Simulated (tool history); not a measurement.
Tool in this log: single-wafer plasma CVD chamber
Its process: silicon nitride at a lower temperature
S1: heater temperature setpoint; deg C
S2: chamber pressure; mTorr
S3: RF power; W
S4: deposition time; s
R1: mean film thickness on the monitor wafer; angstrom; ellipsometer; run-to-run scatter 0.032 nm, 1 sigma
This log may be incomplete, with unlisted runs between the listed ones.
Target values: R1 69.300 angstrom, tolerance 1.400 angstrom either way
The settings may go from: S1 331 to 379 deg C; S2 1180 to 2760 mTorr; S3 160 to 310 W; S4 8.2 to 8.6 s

Run 1, hour 0.0: S1 355 deg C, S2 1970 mTorr, S3 235 W, S4 8.6 s. Result: R1 94.348 angstrom.
Run 2, hour 7.5: S1 355 deg C, S2 1970 mTorr, S3 235 W, S4 8.6 s. Result: R1 94.128 angstrom.
Run 3, hour 14.7: S1 355 deg C, S2 1690 mTorr, S3 235 W, S4 8.6 s. Result: R1 91.664 angstrom.
Run 4, hour 17.6: S1 347 deg C, S2 1690 mTorr, S3 235 W, S4 8.6 s. Result: R1 91.548 angstrom.
Run 5, hour 23.1: S1 347 deg C, S2 1630 mTorr, S3 220 W, S4 8.6 s. Result: R1 85.147 angstrom.
Run 6, hour 26.0: S1 357 deg C, S2 1630 mTorr, S3 220 W, S4 8.6 s. Result: R1 84.868 angstrom.
Run 7, hour 32.9: S1 357 deg C, S2 1260 mTorr, S3 180 W, S4 8.4 s. Result: R1 61.349 angstrom.
Run 8, hour 41.6: S1 357 deg C, S2 1360 mTorr, S3 180 W, S4 8.4 s. Result: R1 62.577 angstrom.
Run 9, hour 48.6: S1 357 deg C, S2 1460 mTorr, S3 180 W, S4 8.4 s. Result: R1 64.218 angstrom.
Run 10, hour 52.0: S1 357 deg C, S2 1530 mTorr, S3 180 W, S4 8.4 s. Result: R1 64.967 angstrom.
Run 11, hour 55.1: S1 357 deg C, S2 1590 mTorr, S3 180 W, S4 8.4 s. Result: R1 65.995 angstrom.
Run 12, hour 62.9: S1 357 deg C, S2 1630 mTorr, S3 180 W, S4 8.4 s. Result: R1 66.117 angstrom.
Run 13, hour 63.5: S1 357 deg C, S2 1680 mTorr, S3 180 W, S4 8.4 s. Result: R1 67.404 angstrom.

Next run, 5 choices. One meets every target within its allowed miss, the rest don't. Which?
Run A, hour 64.1: S1 351 deg C, S2 1800 mTorr, S3 185 W, S4 8.6 s. Result: R1 ?.
Run B, hour 64.1: S1 344 deg C, S2 1410 mTorr, S3 200 W, S4 8.6 s. Result: R1 ?.
Run C, hour 64.1: S1 358 deg C, S2 1990 mTorr, S3 185 W, S4 8.3 s. Result: R1 ?.
Run D, hour 64.1: S1 361 deg C, S2 1780 mTorr, S3 180 W, S4 8.6 s. Result: R1 ?.
Run E, hour 64.1: S1 360 deg C, S2 1750 mTorr, S3 175 W, S4 8.6 s. Result: R1 ?.

move      R1
   A  72.371
   B  74.079
   C  71.571
   D  69.551
   E  66.963
A: pushes the last run's worst result past its target
B: pushes the last run's worst result past its target
C: pushes the last run's worst result past its target
D: in spec on every target
E: lands further from the targets than the last run did
So the answer is move D, the one that meets all the targets.

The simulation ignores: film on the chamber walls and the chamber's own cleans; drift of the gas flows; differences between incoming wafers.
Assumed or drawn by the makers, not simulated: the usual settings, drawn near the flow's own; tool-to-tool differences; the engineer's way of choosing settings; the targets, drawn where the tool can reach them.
